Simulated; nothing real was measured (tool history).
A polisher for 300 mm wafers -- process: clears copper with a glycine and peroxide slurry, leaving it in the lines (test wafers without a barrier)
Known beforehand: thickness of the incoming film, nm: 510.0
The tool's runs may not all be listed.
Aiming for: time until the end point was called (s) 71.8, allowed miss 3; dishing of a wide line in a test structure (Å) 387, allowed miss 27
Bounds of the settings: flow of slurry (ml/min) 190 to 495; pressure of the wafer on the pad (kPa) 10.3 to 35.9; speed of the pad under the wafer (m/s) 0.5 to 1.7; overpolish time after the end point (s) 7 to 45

run,day,flow of slurry (ml/min),pressure of the wafer on the pad (kPa),speed of the pad under the wafer (m/s),overpolish time after the end point (s),time until the end point was called (s),dishing of a wide line in a test structure (Å)
1,0,320,22.8,1.1,23,79.989,995.69
2,0.312,320,20,1.1,23,89.166,893.68
3,0.388,255,20,1.1,23,92.17,908.99
4,0.688,255,20,1.2,23,84.98,929.16
5,0.946,255,20,1.2,15,85.115,638.19
6,1.058,310,17.9,1.32,13,82.442,573.97
7,1.142,355,16.5,1.42,12,83.557,549.65
8,1.483,315,15.9,1.48,11,83.433,518.04
9,1.758,360,15.2,1.54,10,82.494,470.55
10,1.95,390,15.2,1.58,9,81.915,420.97
11,1.979,405,15.9,1.6,9,77.45,456.98
12,2.283,425,15.9,1.62,9,76.812,454.62
13,2.404,440,15.9,1.64,9,75.155,457.1
14,2.425,455,15.9,1.66,9,74.882,467.56
15,2.592,455,15.9,1.66,9,74.714,461.24
16,2.8,465,15.9,1.66,9,74.845,460.35
17,3.004,495,15.2,1.7,7,73.945,361.73

Which one of the following 4 next-run settings gets every result inside its allowed miss? There is exactly one.
A,3.208,495,15.9,1.7,7,?,?
B,3.208,455,17.2,1.42,7,?,?
C,3.208,480,14.5,1.7,7,?,?
D,3.208,495,13.8,1.66,7,?,?

move,time until the end point was called (s),dishing of a wide line in a test structure (Å)
A,71.893,368.15
B,78.538,341.34
C,77.905,341.26
D,82.734,322.68
A: each result inside its tolerance
B: lands further from the targets than the last run did
C: lands further from the targets than the last run did
D: lands further from the targets than the last run did
So the answer is move A, the one that meets all the targets.

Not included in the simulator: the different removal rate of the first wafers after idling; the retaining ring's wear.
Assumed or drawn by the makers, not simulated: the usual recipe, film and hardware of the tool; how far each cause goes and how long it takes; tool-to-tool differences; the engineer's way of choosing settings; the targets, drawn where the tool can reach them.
